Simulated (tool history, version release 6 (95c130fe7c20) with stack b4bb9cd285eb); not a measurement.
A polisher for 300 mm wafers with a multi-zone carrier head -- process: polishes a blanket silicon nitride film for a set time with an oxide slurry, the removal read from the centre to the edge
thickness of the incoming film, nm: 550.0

| run | hour | flow of slurry (ml/min) | pressure of the head's centre zone | pressure of the head's middle zone | pressure of the head's edge zone | abrasive content of the slurry | polishing time (s) | film removed at the wafer's centre (angstrom) | film removed at mid-radius (angstrom) | film removed at the wafer's edge (angstrom) |
|---|---|---|---|---|---|---|---|---|---|---|
| 1 | 0.0 | 285 | 1.00 | 1.00 | 1.00 | 1.00 | 53 | 519.69 | 502.52 | 514.18 |
| 2 | 4.5 | 285 | 1.00 | 1.00 | 0.96 | 1.00 | 53 | 518.89 | 507.02 | 499.55 |
| 3 | 8.6 | 290 | 0.98 | 1.03 | 0.99 | 1.10 | 53 | 525.52 | 533.26 | 525.36 |
| 4 | 16.7 | 235 | 0.98 | 1.03 | 0.99 | 1.10 | 53 | 510.17 | 521.97 | 514.15 |
| 5 | 17.5 | 300 | 0.98 | 1.03 | 0.99 | 1.10 | 53 | 529.23 | 540.62 | 516.24 |
| 6 | 24.6 | 280 | 0.96 | 1.05 | 1.02 | 1.15 | 55 | 538.11 | 566.84 | 566.30 |

Run 7 comes next. What will it give?
| 7 | 29.2 | 285 | 0.95 | 1.07 | 1.04 | 1.20 | 56 | ? | ? | ? |

film removed at the wafer's centre (angstrom): 549.40
film removed at mid-radius (angstrom): 593.09
film removed at the wafer's edge (angstrom): 603.03
